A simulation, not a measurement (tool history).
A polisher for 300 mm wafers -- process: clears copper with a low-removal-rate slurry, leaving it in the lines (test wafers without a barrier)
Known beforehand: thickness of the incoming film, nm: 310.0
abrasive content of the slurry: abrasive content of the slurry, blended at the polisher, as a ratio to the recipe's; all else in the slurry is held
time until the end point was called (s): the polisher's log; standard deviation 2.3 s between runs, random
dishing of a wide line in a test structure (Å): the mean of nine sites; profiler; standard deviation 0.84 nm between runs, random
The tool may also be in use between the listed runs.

| run | day | flow of slurry (ml/min) | pressure of the wafer on the pad (psi) | speed of the pad under the wafer (m/s) | abrasive content of the slurry | overpolish time after the end point (s) | time until the end point was called (s) | dishing of a wide line in a test structure (Å) |
|---|---|---|---|---|---|---|---|---|
| 1 | 0.000 | 150 | 3.0 | 1.24 | 1.00 | 19 | 87.710 | 450.55 |
| 2 | 0.146 | 150 | 3.5 | 1.24 | 1.00 | 19 | 75.381 | 499.64 |
| 3 | 0.271 | 150 | 3.5 | 1.24 | 1.00 | 25 | 75.256 | 581.98 |
| 4 | 0.600 | 150 | 2.9 | 1.22 | 1.00 | 24 | 92.079 | 506.63 |
| 5 | 0.633 | 150 | 2.5 | 1.20 | 1.00 | 23 | 108.150 | 436.71 |
| 6 | 0.662 | 150 | 2.5 | 1.20 | 1.15 | 23 | 105.120 | 445.04 |
| 7 | 0.788 | 150 | 2.2 | 1.18 | 1.15 | 23 | 121.090 | 393.26 |
| 8 | 0.888 | 150 | 2.1 | 1.18 | 1.15 | 23 | 128.140 | 376.38 |

Estimate the outcome of run 9 from the log above:
| 9 | 1.204 | 150 | 2.0 | 1.18 | 1.15 | 23 | ? | ? |

time until the end point was called (s): 133.760
dishing of a wide line in a test structure (Å): 382.31

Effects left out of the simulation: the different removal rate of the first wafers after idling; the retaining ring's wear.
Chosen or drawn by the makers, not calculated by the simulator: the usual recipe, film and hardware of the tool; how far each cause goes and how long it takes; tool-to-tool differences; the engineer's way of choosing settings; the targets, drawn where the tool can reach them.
